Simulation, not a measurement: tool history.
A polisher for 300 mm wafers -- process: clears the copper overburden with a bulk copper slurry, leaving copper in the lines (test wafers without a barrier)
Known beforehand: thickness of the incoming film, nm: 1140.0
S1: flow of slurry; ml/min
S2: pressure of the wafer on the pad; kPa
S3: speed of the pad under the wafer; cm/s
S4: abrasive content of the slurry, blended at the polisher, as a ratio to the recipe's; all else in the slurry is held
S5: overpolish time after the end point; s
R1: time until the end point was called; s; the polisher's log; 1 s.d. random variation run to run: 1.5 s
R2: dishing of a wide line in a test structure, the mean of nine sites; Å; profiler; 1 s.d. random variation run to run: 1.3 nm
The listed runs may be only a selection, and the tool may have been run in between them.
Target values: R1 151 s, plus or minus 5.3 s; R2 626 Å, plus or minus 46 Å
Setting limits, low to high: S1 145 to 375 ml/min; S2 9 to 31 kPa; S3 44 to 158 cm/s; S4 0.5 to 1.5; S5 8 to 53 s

run,hour,S1,S2,S3,S4,S5,R1,R2
1,0,240,20,100,1,27,108.08,976.48
2,5,240,17.2,100,1,27,123.41,949.16
3,10,240,15.9,102,1,21,133.09,804.1
4,11.5,240,15.2,102,1,18,137.92,719.44
5,14.4,240,15.2,120,1,18,116.59,782.55
6,22,240,10.3,120,1,18,169.7,579.35
7,30.3,240,11,120,1,18,160.87,617.25
8,39.2,240,11,120,1,18,162.34,629.54
9,42.1,240,11,120,1,17,162.39,606.02

5 candidate next runs follow, results not yet known. Just one meets every target within its allowed miss. Identify it.
A,45,215,11,114,1.2,18,?,?
B,45,250,11,126,1.05,18,?,?
C,45,300,9,136,1.2,20,?,?
D,45,270,14.5,98,0.9,22,?,?
E,45,230,13.1,120,1,24,?,?

move,R1,R2
A,164.68,606.32
B,151.65,631.56
C,162.18,608.5
D,154.22,736.06
E,138.19,776.32
A: lands further from the targets than the last run did
B: every result lands within tolerance
C: roughly where the last run was
D: brings the last run's worst result on target, with another outside its allowed miss
E: pushes the last run's worst result past its target
Go with B: it meets all targets.

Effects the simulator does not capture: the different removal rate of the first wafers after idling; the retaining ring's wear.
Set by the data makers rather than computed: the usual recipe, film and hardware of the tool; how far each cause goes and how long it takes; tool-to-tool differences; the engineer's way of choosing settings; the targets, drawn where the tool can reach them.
